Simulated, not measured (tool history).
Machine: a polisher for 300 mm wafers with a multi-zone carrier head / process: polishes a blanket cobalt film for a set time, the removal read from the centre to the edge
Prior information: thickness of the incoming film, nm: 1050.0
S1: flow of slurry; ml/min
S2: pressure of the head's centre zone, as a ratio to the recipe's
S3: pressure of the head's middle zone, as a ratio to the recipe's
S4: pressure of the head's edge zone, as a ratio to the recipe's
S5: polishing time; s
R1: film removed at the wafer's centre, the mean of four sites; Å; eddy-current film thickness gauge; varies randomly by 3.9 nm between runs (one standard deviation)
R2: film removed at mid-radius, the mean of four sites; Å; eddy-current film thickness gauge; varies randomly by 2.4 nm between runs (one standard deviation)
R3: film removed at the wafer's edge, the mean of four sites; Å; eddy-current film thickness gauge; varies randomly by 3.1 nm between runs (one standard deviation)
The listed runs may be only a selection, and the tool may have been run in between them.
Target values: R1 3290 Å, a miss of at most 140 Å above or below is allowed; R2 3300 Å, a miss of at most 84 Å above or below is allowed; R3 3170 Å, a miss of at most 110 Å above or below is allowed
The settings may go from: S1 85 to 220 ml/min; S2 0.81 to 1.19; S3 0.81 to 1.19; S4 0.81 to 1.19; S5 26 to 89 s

{"run": 1, "hour": 0.0, "S1": 140, "S2": 1, "S3": 1, "S4": 1, "S5": 57, "R1": 2787.5, "R2": 2910.4, "R3": 2914.8}
{"run": 2, "hour": 0.6, "S1": 150, "S2": 1.01, "S3": 1.01, "S4": 1, "S5": 57, "R1": 2859.7, "R2": 2938.2, "R3": 2916}
{"run": 3, "hour": 2.9, "S1": 150, "S2": 1.01, "S3": 1.01, "S4": 0.96, "S5": 57, "R1": 2906.8, "R2": 2922.2, "R3": 2868.8}
{"run": 4, "hour": 4.6, "S1": 160, "S2": 1.02, "S3": 1.02, "S4": 0.97, "S5": 57, "R1": 2978.8, "R2": 2986.8, "R3": 2885.6}
{"run": 5, "hour": 9.8, "S1": 160, "S2": 1.02, "S3": 1.02, "S4": 0.94, "S5": 57, "R1": 2992.9, "R2": 2997.6, "R3": 2836.8}
{"run": 6, "hour": 13.7, "S1": 165, "S2": 1.02, "S3": 1.02, "S4": 0.96, "S5": 57, "R1": 2930.7, "R2": 2989.8, "R3": 2850.3}
{"run": 7, "hour": 22.2, "S1": 165, "S2": 1.03, "S3": 1.03, "S4": 0.98, "S5": 58, "R1": 3106.7, "R2": 3081.3, "R3": 2967.7}
{"run": 8, "hour": 27.3, "S1": 170, "S2": 1.03, "S3": 1.04, "S4": 0.99, "S5": 58, "R1": 3120, "R2": 3100.9, "R3": 3005.2}
{"run": 9, "hour": 31.1, "S1": 175, "S2": 1.03, "S3": 1.05, "S4": 1, "S5": 58, "R1": 3039.7, "R2": 3205.5, "R3": 3003.6}
{"run": 10, "hour": 33.8, "S1": 180, "S2": 1.04, "S3": 1.05, "S4": 1.01, "S5": 58, "R1": 3151.2, "R2": 3149, "R3": 3067.7}
{"run": 11, "hour": 41.1, "S1": 185, "S2": 1.04, "S3": 1.06, "S4": 1.01, "S5": 58, "R1": 3107.1, "R2": 3216.3, "R3": 3053.8}

Which single option among these 5 for the next run brings every result within its allowed miss of target? Just one does.
{"run": "A", "hour": 48.4, "S1": 215, "S2": 1.09, "S3": 1.1, "S4": 0.99, "S5": 52, "R1": "?", "R2": "?", "R3": "?"}
{"run": "B", "hour": 48.4, "S1": 210, "S2": 1.07, "S3": 1.08, "S4": 1.06, "S5": 58, "R1": "?", "R2": "?", "R3": "?"}
{"run": "C", "hour": 48.4, "S1": 200, "S2": 0.94, "S3": 1.05, "S4": 1.15, "S5": 59, "R1": "?", "R2": "?", "R3": "?"}
{"run": "D", "hour": 48.4, "S1": 180, "S2": 0.97, "S3": 1.06, "S4": 1.04, "S5": 60, "R1": "?", "R2": "?", "R3": "?"}
{"run": "E", "hour": 48.4, "S1": 150, "S2": 1, "S3": 0.9, "S4": 1.06, "S5": 66, "R1": "?", "R2": "?", "R3": "?"}

move=A R1=2950.5 R2=3030.3 R3=2715.6
move=B R1=3218.8 R2=3317.2 R3=3125.6
move=C R1=2852.3 R2=3275 R3=3299.1
move=D R1=2944.8 R2=3308.3 R3=3154.3
move=E R1=3231 R2=3081.7 R3=3438.5
A: the biggest miss grows against the last run
B: meets every target
C: the biggest miss grows against the last run
D: the biggest miss grows against the last run
E: brings the result that was furthest off to its target, and leaves another outside
B meets every target.
